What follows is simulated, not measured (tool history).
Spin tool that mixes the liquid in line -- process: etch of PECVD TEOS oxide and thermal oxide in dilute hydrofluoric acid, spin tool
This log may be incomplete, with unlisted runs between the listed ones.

run	hour	temperature setpoint of the liquid (°C)	parts of water to one part of 49 % hydrofluoric acid (parts by volume)	time under the liquid (s)	thickness taken off the PECVD TEOS oxide on a monitor wafer (Å)	thickness taken off the thermal oxide on a monitor wafer (Å)
1	0	25	130	180	107.58	64.628
2	2.4	26.5	115	180	131.4	78.423
3	3.6	29.5	115	180	147.26	88.507
4	9.6	26.5	115	180	130.72	78.905
5	16.3	26.5	115	210	151.89	91.172
6	24.2	28	105	210	180.25	107.61
7	29.1	29	100	210	194.07	117.17

Estimate the outcome of run 8 from the log above:
8	36.3	30	95	210	?	?

{"run 8": {"thickness taken off the PECVD TEOS oxide on a monitor wafer (Å)": 213.88, "thickness taken off the thermal oxide on a monitor wafer (Å)": 129.43}}

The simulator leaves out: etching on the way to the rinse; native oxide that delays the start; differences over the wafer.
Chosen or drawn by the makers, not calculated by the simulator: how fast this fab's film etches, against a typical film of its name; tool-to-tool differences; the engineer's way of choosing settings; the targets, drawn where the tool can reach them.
